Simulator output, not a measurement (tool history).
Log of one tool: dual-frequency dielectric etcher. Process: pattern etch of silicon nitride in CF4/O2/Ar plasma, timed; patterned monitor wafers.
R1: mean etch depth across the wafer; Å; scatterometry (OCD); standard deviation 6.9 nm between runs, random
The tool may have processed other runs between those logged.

Run 1, hour 0: source power (kW) 0.51, bias power (kW) 0.067, Ar flow (sccm) 123, CF4 flow (sccm) 106, etch time (s) 358. Result: R1 8565.9 Å.
Run 2, hour 4: source power (kW) 0.51, bias power (kW) 0.067, Ar flow (sccm) 123, CF4 flow (sccm) 106, etch time (s) 328.5. Result: R1 7836 Å.
Run 3, hour 11.8: source power (kW) 0.51, bias power (kW) 0.067, Ar flow (sccm) 123, CF4 flow (sccm) 98, etch time (s) 328.5. Result: R1 7774.6 Å.
Run 4, hour 19: source power (kW) 0.55, bias power (kW) 0.07, Ar flow (sccm) 122, CF4 flow (sccm) 99, etch time (s) 328.5. Result: R1 8372.8 Å.
Run 5, hour 24.6: source power (kW) 0.58, bias power (kW) 0.074, Ar flow (sccm) 120, CF4 flow (sccm) 101, etch time (s) 329. Result: R1 9113.7 Å.
Run 6, hour 26.7: source power (kW) 0.61, bias power (kW) 0.076, Ar flow (sccm) 119, CF4 flow (sccm) 102, etch time (s) 329. Result: R1 9557.4 Å.
Run 7, hour 28.5: source power (kW) 0.63, bias power (kW) 0.078, Ar flow (sccm) 118, CF4 flow (sccm) 103, etch time (s) 329.5. Result: R1 10182 Å.
Run 8, hour 37.3: source power (kW) 0.65, bias power (kW) 0.079, Ar flow (sccm) 118, CF4 flow (sccm) 103, etch time (s) 329.5. Result: R1 10300 Å.
Run 9, hour 39.9: source power (kW) 0.72, bias power (kW) 0.092, Ar flow (sccm) 110, CF4 flow (sccm) 108, etch time (s) 333. Result: R1 12633 Å.
Run 10, hour 41.8: source power (kW) 0.71, bias power (kW) 0.092, Ar flow (sccm) 110, CF4 flow (sccm) 108, etch time (s) 333. Result: R1 12488 Å.

Run 11, settings as shown, results not yet in. Your forecast:
Run 11, hour 47.3: source power (kW) 0.7, bias power (kW) 0.092, Ar flow (sccm) 110, CF4 flow (sccm) 108, etch time (s) 333. Result: R1 ?.

R1: 12282 Å
